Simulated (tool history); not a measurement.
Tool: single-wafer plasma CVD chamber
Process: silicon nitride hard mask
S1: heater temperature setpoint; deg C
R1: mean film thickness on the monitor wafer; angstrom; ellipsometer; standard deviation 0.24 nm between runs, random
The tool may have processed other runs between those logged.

Run 1, hour 0.0: S1 425 deg C, chamber pressure (Torr) 1.07, RF power (kW) 0.290, deposition time (s) 51.9. Result: R1 549.77 angstrom.
Run 2, hour 5.3: S1 425 deg C, chamber pressure (Torr) 1.03, RF power (kW) 0.285, deposition time (s) 51.8. Result: R1 538.10 angstrom.
Run 3, hour 11.1: S1 425 deg C, chamber pressure (Torr) 0.99, RF power (kW) 0.280, deposition time (s) 51.7. Result: R1 524.69 angstrom.
Run 4, hour 12.5: S1 425 deg C, chamber pressure (Torr) 0.99, RF power (kW) 0.260, deposition time (s) 51.7. Result: R1 507.11 angstrom.
Run 5, hour 20.3: S1 425 deg C, chamber pressure (Torr) 0.96, RF power (kW) 0.255, deposition time (s) 51.6. Result: R1 494.35 angstrom.
Run 6, hour 29.2: S1 425 deg C, chamber pressure (Torr) 0.96, RF power (kW) 0.290, deposition time (s) 51.6. Result: R1 527.69 angstrom.

Expected results for the next run?
Run 7, hour 36.4: S1 425 deg C, chamber pressure (Torr) 0.92, RF power (kW) 0.285, deposition time (s) 51.5. Result: R1 ?.

R1: 518.24 angstrom
